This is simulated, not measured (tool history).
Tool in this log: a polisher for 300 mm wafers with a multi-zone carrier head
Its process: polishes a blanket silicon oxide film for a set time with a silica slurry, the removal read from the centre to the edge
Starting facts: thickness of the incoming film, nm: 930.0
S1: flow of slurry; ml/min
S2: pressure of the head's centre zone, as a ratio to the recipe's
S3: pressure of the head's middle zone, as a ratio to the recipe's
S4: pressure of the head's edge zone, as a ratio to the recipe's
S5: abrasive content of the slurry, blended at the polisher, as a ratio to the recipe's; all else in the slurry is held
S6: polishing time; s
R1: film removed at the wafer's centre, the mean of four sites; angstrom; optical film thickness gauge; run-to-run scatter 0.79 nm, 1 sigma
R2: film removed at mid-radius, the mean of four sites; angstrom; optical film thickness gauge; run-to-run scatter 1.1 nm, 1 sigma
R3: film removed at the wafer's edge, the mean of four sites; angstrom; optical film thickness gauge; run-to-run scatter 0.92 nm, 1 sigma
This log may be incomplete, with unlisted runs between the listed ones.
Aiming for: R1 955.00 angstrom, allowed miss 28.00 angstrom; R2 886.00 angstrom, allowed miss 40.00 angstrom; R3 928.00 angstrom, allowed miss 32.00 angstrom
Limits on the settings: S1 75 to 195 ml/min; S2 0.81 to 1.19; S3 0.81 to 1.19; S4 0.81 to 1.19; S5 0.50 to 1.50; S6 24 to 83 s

{"run": 1, "day": 0.0, "S1": 125, "S2": 1.0, "S3": 1.0, "S4": 1.0, "S5": 1.0, "S6": 53, "R1": 1994.3, "R2": 1920.0, "R3": 2049.8}
{"run": 2, "day": 0.258, "S1": 120, "S2": 1.0, "S3": 0.99, "S4": 0.96, "S5": 0.85, "S6": 47, "R1": 1645.5, "R2": 1595.3, "R3": 1673.6}
{"run": 3, "day": 0.371, "S1": 120, "S2": 1.0, "S3": 0.99, "S4": 1.01, "S5": 0.85, "S6": 47, "R1": 1631.2, "R2": 1574.1, "R3": 1686.8}
{"run": 4, "day": 0.45, "S1": 120, "S2": 1.0, "S3": 0.99, "S4": 0.96, "S5": 0.85, "S6": 47, "R1": 1623.8, "R2": 1556.0, "R3": 1642.0}
{"run": 5, "day": 0.729, "S1": 115, "S2": 1.0, "S3": 0.98, "S4": 0.93, "S5": 0.75, "S6": 43, "R1": 1368.3, "R2": 1360.3, "R3": 1398.8}
{"run": 6, "day": 0.879, "S1": 115, "S2": 1.0, "S3": 0.98, "S4": 0.9, "S5": 0.75, "S6": 43, "R1": 1384.9, "R2": 1324.0, "R3": 1385.5}
{"run": 7, "day": 1.125, "S1": 115, "S2": 1.0, "S3": 0.97, "S4": 0.88, "S5": 0.7, "S6": 40, "R1": 1235.5, "R2": 1232.5, "R3": 1254.4}
{"run": 8, "day": 1.458, "S1": 110, "S2": 1.02, "S3": 0.95, "S4": 0.87, "S5": 0.65, "S6": 38, "R1": 1147.9, "R2": 1099.4, "R3": 1120.2}
{"run": 9, "day": 1.579, "S1": 105, "S2": 1.02, "S3": 0.93, "S4": 0.86, "S5": 0.6, "S6": 38, "R1": 1097.1, "R2": 991.76, "R3": 1056.3}
{"run": 10, "day": 1.683, "S1": 100, "S2": 1.02, "S3": 0.93, "S4": 0.85, "S5": 0.55, "S6": 38, "R1": 1028.8, "R2": 921.2, "R3": 985.05}
{"run": 11, "day": 1.946, "S1": 95, "S2": 1.02, "S3": 0.94, "S4": 0.84, "S5": 0.55, "S6": 38, "R1": 1014.2, "R2": 932.71, "R3": 1001.6}
{"run": 12, "day": 2.121, "S1": 95, "S2": 1.02, "S3": 0.94, "S4": 0.83, "S5": 0.55, "S6": 38, "R1": 1008.5, "R2": 918.3, "R3": 969.95}
{"run": 13, "day": 2.283, "S1": 90, "S2": 1.02, "S3": 0.94, "S4": 0.82, "S5": 0.55, "S6": 38, "R1": 969.26, "R2": 927.59, "R3": 957.14}

5 next moves are on the table. One of them brings every result within its allowed miss. Which?
{"run": "A", "day": 2.446, "S1": 85, "S2": 1.06, "S3": 0.86, "S4": 0.88, "S5": 0.5, "S6": 38, "R1": "?", "R2": "?", "R3": "?"}
{"run": "B", "day": 2.446, "S1": 75, "S2": 0.99, "S3": 0.96, "S4": 0.81, "S5": 0.5, "S6": 41, "R1": "?", "R2": "?", "R3": "?"}
{"run": "C", "day": 2.446, "S1": 90, "S2": 1.02, "S3": 0.92, "S4": 0.93, "S5": 0.5, "S6": 37, "R1": "?", "R2": "?", "R3": "?"}
{"run": "D", "day": 2.446, "S1": 105, "S2": 1.0, "S3": 0.94, "S4": 0.82, "S5": 0.5, "S6": 37, "R1": "?", "R2": "?", "R3": "?"}
{"run": "E", "day": 2.446, "S1": 85, "S2": 0.99, "S3": 0.97, "S4": 0.83, "S5": 0.5, "S6": 39, "R1": "?", "R2": "?", "R3": "?"}

move=A R1=955.49 R2=778.05 R3=937.98
move=B R1=904.81 R2=872.72 R3=946.72
move=C R1=918.24 R2=818.74 R3=946.08
move=D R1=955.44 R2=877.83 R3=932.14
move=E R1=916.12 R2=883.00 R3=939.91
A: the result that was furthest off in the last run now lies on the other side of its target
B: meets the target for the result that was furthest off, but another lies outside its allowed miss
C: the result that was furthest off in the last run now lies on the other side of its target
D: all results land within tolerance of their targets
E: meets the target for the result that was furthest off, but another lies outside its allowed miss
D is the move that brings every result within its allowed miss.
